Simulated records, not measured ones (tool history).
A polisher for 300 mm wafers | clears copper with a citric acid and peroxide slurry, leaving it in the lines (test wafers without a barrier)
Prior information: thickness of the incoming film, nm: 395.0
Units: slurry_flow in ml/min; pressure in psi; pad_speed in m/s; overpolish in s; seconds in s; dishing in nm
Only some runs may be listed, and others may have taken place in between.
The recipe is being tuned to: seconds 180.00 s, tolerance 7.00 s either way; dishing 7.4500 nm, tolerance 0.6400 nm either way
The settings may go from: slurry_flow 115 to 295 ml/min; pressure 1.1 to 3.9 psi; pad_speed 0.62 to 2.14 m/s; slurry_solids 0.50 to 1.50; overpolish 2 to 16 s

run,hour,slurry_flow,pressure,pad_speed,slurry_solids,overpolish,seconds,dishing
1,0.0,190,2.5,1.38,1.00,8,140.64,9.0769
2,0.9,190,2.5,1.38,1.00,10,138.61,9.6470
3,8.4,170,2.5,1.38,1.00,10,143.41,10.0110
4,14.8,170,2.5,1.38,1.10,10,138.47,9.8402
5,15.5,170,2.3,1.38,1.10,9,145.93,9.0272
6,17.1,170,2.3,1.38,1.10,10,144.86,9.1693
7,23.6,165,2.1,1.38,1.10,10,155.21,9.3557
8,29.6,165,1.9,1.38,1.10,9,163.99,9.1247
9,36.1,165,1.8,1.36,1.15,8,169.56,8.0714

Which single option among these 5 for the next run brings every result within its allowed miss of target? Just one does.
A,42.6,125,1.5,1.58,1.00,11,?,?
B,42.6,170,1.9,1.42,1.05,10,?,?
C,42.6,150,1.7,1.58,1.05,10,?,?
D,42.6,155,2.1,1.10,1.25,7,?,?
E,42.6,170,2.0,1.32,1.20,11,?,?

move,seconds,dishing
A,185.01,8.9616
B,163.88,9.0905
C,164.89,9.0471
D,180.25,7.3535
E,162.53,9.4525
A: gets the furthest-off result to its target, but another result is out of tolerance
B: lands further from the targets than the last run did
C: lands further from the targets than the last run did
D: all results land within tolerance of their targets
E: lands further from the targets than the last run did
Correct choice: D, which meets every target
